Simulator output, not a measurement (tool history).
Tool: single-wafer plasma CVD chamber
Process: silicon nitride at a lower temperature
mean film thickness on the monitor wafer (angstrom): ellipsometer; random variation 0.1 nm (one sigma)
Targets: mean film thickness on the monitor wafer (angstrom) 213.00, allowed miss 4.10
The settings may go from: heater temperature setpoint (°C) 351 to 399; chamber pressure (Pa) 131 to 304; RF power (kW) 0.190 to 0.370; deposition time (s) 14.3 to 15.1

run  hour  heater temperature setpoint (°C)  chamber pressure (Pa)  RF power (kW)  deposition time (s)  mean film thickness on the monitor wafer (angstrom)
  1   0.0                               375                    217          0.280                 15.1                                               168.82
  2   0.8                               375                    233          0.295                 15.1                                               181.48
  3   7.5                               375                    233          0.260                 15.1                                               161.08
  4  14.7                               375                    268          0.260                 15.1                                               169.45
  5  21.8                               375                    276          0.275                 15.1                                               180.16
  6  23.6                               375                    276          0.275                 15.1                                               181.06
  7  29.0                               375                    283          0.285                 15.1                                               187.66
  8  31.6                               375                    287          0.290                 15.1                                               191.25
  9  33.1                               375                    291          0.295                 15.1                                               195.50
 10  40.4                               375                    293          0.300                 15.1                                               199.37
 11  43.1                               375                    296          0.305                 15.1                                               202.27
 12  46.3                               375                    297          0.310                 15.1                                               205.67
 13  50.1                               375                    299          0.310                 15.1                                               206.02
 14  53.5                               375                    300          0.310                 15.1                                               206.52
 15  57.2                               375                    301          0.310                 15.1                                               207.80
 16  57.9                               375                    301          0.310                 15.1                                               206.08

Which of these 5 next moves meets every target?
  A  58.6                               377                    301          0.300                 14.6                                                    ?
  B  58.6                               363                    304          0.315                 15.1                                                    ?
  C  58.6                               368                    299          0.300                 15.1                                                    ?
  D  58.6                               357                    304          0.295                 15.1                                                    ?
  E  58.6                               376                    301          0.315                 14.4                                                    ?

move  mean film thickness on the monitor wafer (angstrom)
   A                                               192.59
   B                                               209.58
   C                                               199.48
   D                                               198.56
   E                                               198.21
A: further off than the last run
B: meets every target
C: further off than the last run
D: further off than the last run
E: further off than the last run
The right move is B.
